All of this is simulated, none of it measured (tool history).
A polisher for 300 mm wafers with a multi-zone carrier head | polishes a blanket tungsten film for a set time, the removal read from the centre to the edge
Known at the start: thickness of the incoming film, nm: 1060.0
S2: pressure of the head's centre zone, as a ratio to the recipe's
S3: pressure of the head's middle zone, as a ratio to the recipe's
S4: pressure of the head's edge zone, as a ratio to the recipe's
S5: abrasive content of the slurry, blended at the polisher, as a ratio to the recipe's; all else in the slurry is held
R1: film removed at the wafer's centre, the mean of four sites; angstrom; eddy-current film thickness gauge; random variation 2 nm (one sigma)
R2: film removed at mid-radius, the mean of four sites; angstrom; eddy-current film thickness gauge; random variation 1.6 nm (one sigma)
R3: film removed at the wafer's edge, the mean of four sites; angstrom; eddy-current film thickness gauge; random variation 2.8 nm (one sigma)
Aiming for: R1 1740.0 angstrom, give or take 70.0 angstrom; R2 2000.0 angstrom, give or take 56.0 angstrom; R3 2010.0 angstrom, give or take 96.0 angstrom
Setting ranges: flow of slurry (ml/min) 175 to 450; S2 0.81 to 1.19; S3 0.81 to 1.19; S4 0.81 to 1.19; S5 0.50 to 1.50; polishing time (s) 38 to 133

Run 1, hour 0.0: flow of slurry (ml/min) 290, S2 1.00, S3 1.00, S4 1.00, S5 1.00, polishing time (s) 85. Result: R1 3758.4 angstrom, R2 3460.2 angstrom, R3 3322.5 angstrom.
Run 2, hour 7.3: flow of slurry (ml/min) 270, S2 0.94, S3 1.00, S4 1.03, S5 0.85, polishing time (s) 73. Result: R1 2903.3 angstrom, R2 2874.4 angstrom, R3 2755.8 angstrom.
Run 3, hour 13.7: flow of slurry (ml/min) 255, S2 0.90, S3 1.00, S4 1.07, S5 0.75, polishing time (s) 66. Result: R1 2437.2 angstrom, R2 2499.4 angstrom, R3 2576.7 angstrom.
Run 4, hour 17.5: flow of slurry (ml/min) 255, S2 0.90, S3 1.00, S4 1.03, S5 0.75, polishing time (s) 66. Result: R1 2373.1 angstrom, R2 2466.8 angstrom, R3 2436.8 angstrom.
Run 5, hour 18.4: flow of slurry (ml/min) 255, S2 0.90, S3 1.00, S4 1.09, S5 0.75, polishing time (s) 66. Result: R1 2372.9 angstrom, R2 2494.3 angstrom, R3 2522.5 angstrom.
Run 6, hour 26.0: flow of slurry (ml/min) 255, S2 0.90, S3 1.00, S4 1.09, S5 0.55, polishing time (s) 66. Result: R1 2250.7 angstrom, R2 2315.3 angstrom, R3 2439.6 angstrom.
Run 7, hour 34.1: flow of slurry (ml/min) 245, S2 0.87, S3 1.00, S4 1.06, S5 0.55, polishing time (s) 63. Result: R1 2082.4 angstrom, R2 2245.1 angstrom, R3 2280.2 angstrom.
Run 8, hour 42.1: flow of slurry (ml/min) 215, S2 0.81, S3 0.98, S4 1.04, S5 0.50, polishing time (s) 54. Result: R1 1624.2 angstrom, R2 1869.0 angstrom, R3 1898.6 angstrom.
Run 9, hour 45.3: flow of slurry (ml/min) 235, S2 0.82, S3 0.99, S4 1.05, S5 0.50, polishing time (s) 54. Result: R1 1668.4 angstrom, R2 1897.5 angstrom, R3 1912.0 angstrom.
Run 10, hour 54.0: flow of slurry (ml/min) 240, S2 0.83, S3 1.00, S4 1.07, S5 0.50, polishing time (s) 54. Result: R1 1677.0 angstrom, R2 1892.6 angstrom, R3 1903.3 angstrom.
Run 11, hour 56.2: flow of slurry (ml/min) 230, S2 0.83, S3 1.01, S4 1.08, S5 0.55, polishing time (s) 54. Result: R1 1714.8 angstrom, R2 1955.3 angstrom, R3 1954.7 angstrom.
Run 12, hour 64.3: flow of slurry (ml/min) 230, S2 0.83, S3 1.01, S4 1.09, S5 0.55, polishing time (s) 54. Result: R1 1707.3 angstrom, R2 1926.6 angstrom, R3 1933.9 angstrom.
At hour 66.7: centre zone pressure recalibrated.
Run 13, hour 66.7: flow of slurry (ml/min) 235, S2 0.82, S3 1.01, S4 1.10, S5 0.60, polishing time (s) 55. Result: R1 1589.0 angstrom, R2 1975.5 angstrom, R3 2075.6 angstrom.
Run 14, hour 73.0: flow of slurry (ml/min) 235, S2 0.83, S3 1.01, S4 1.10, S5 0.60, polishing time (s) 55. Result: R1 1626.8 angstrom, R2 1992.6 angstrom, R3 2006.4 angstrom.

Of the 4 settings listed for the next run, only one would bring every result within its allowed miss of target. Which one?
Run A, hour 79.3: flow of slurry (ml/min) 245, S2 0.85, S3 1.01, S4 1.03, S5 0.60, polishing time (s) 52. Result: R1 ?, R2 ?, R3 ?.
Run B, hour 79.3: flow of slurry (ml/min) 225, S2 1.00, S3 0.96, S4 1.09, S5 0.60, polishing time (s) 54. Result: R1 ?, R2 ?, R3 ?.
Run C, hour 79.3: flow of slurry (ml/min) 265, S2 0.88, S3 1.12, S4 1.06, S5 0.60, polishing time (s) 53. Result: R1 ?, R2 ?, R3 ?.
Run D, hour 79.3: flow of slurry (ml/min) 175, S2 0.93, S3 1.09, S4 1.16, S5 0.50, polishing time (s) 55. Result: R1 ?, R2 ?, R3 ?.

move      R1      R2      R3
   A  1626.2  1879.2  1888.8
   B  1973.6  1855.4  2008.4
   C  1729.6  2104.2  1958.8
   D  1769.4  1996.7  2010.5
A: the biggest miss grows against the last run
B: takes the biggest miss from the last run beyond its target
C: puts the biggest miss on target and leaves a different result outside tolerance
D: hits every target within its allowed miss
Answer: D
